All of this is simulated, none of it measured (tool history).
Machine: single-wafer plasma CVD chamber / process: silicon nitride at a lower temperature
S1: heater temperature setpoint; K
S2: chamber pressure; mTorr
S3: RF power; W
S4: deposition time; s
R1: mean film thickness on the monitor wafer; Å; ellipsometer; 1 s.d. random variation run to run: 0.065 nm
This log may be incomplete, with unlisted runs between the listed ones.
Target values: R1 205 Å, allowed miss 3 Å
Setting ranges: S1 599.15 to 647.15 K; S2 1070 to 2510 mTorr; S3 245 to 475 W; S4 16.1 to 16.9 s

{"run": 1, "hour": 0.0, "S1": 623.15, "S2": 1790, "S3": 360, "S4": 16.9, "R1": 250.27}
{"run": 2, "hour": 8.0, "S1": 623.15, "S2": 1620, "S3": 345, "S4": 16.9, "R1": 237.13}
{"run": 3, "hour": 15.1, "S1": 623.15, "S2": 1490, "S3": 335, "S4": 16.9, "R1": 228.67}
{"run": 4, "hour": 20.6, "S1": 623.15, "S2": 1490, "S3": 360, "S4": 16.9, "R1": 240.46}
{"run": 5, "hour": 24.9, "S1": 623.15, "S2": 1490, "S3": 360, "S4": 16.1, "R1": 229.38}
{"run": 6, "hour": 28.4, "S1": 623.15, "S2": 1490, "S3": 340, "S4": 16.1, "R1": 221.03}
{"run": 7, "hour": 31.9, "S1": 623.15, "S2": 1390, "S3": 335, "S4": 16.1, "R1": 215.08}
{"run": 8, "hour": 40.5, "S1": 623.15, "S2": 1320, "S3": 335, "S4": 16.1, "R1": 213.88}
{"run": 9, "hour": 47.7, "S1": 623.15, "S2": 1320, "S3": 335, "S4": 16.1, "R1": 213.26}
{"run": 10, "hour": 49.4, "S1": 623.15, "S2": 1260, "S3": 335, "S4": 16.1, "R1": 211.78}
{"run": 11, "hour": 53.5, "S1": 623.15, "S2": 1220, "S3": 335, "S4": 16.1, "R1": 211.24}
{"run": 12, "hour": 61.7, "S1": 623.15, "S2": 1070, "S3": 325, "S4": 16.1, "R1": 201.22}

Of the 4 settings listed for the next run, only one would bring every result within its allowed miss of target. Which one?
{"run": "A", "hour": 69.9, "S1": 606.15, "S2": 1290, "S3": 300, "S4": 16.1, "R1": "?"}
{"run": "B", "hour": 69.9, "S1": 617.15, "S2": 1070, "S3": 320, "S4": 16.1, "R1": "?"}
{"run": "C", "hour": 69.9, "S1": 616.15, "S2": 1090, "S3": 300, "S4": 16.7, "R1": "?"}
{"run": "D", "hour": 69.9, "S1": 629.15, "S2": 1110, "S3": 310, "S4": 16.9, "R1": "?"}

move=A R1=197.62
move=B R1=199.59
move=C R1=198.32
move=D R1=205.09
A: lands further from the targets than the last run did
B: lands further from the targets than the last run did
C: lands further from the targets than the last run did
D: every result within its allowed miss
D meets every target.
